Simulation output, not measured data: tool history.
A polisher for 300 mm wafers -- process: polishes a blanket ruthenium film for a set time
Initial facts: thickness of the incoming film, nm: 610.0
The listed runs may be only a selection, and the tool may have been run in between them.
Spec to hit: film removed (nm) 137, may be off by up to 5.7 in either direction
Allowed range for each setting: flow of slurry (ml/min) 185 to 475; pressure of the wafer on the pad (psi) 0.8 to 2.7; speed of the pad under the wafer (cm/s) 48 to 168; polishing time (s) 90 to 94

run	day	flow of slurry (ml/min)	pressure of the wafer on the pad (psi)	speed of the pad under the wafer (cm/s)	polishing time (s)	film removed (nm)
1	0	305	1.7	108	90	76.616
2	0.25	305	2.1	108	90	90.394
3	0.4	305	2.1	132	90	111.13
4	0.625	305	2.2	132	90	115.78
5	0.696	305	1.8	132	90	96.055
6	0.908	305	2	134	90	109.51
7	1.208	305	2.1	134	90	113.4
# day 1.3: slurry nozzle cleaned
8	1.3	305	2.5	136	90	143.09

Below are 5 possible settings for the next run. Only one of them brings all results inside the allowed miss of their targets. Which is it?
A	1.392	210	2.7	132	93	?
B	1.392	240	2.5	148	90	?
C	1.392	320	2.3	146	94	?
D	1.392	320	2.3	156	90	?
E	1.392	320	2.4	132	92	?

move	film removed (nm)
A	146.22
B	148.89
C	145.98
D	148.81
E	135.47
A: moves away from the targets compared with the last run
B: moves away from the targets compared with the last run
C: moves away from the targets compared with the last run
D: moves away from the targets compared with the last run
E: every result lands within tolerance
E is the move that brings every result within its allowed miss.
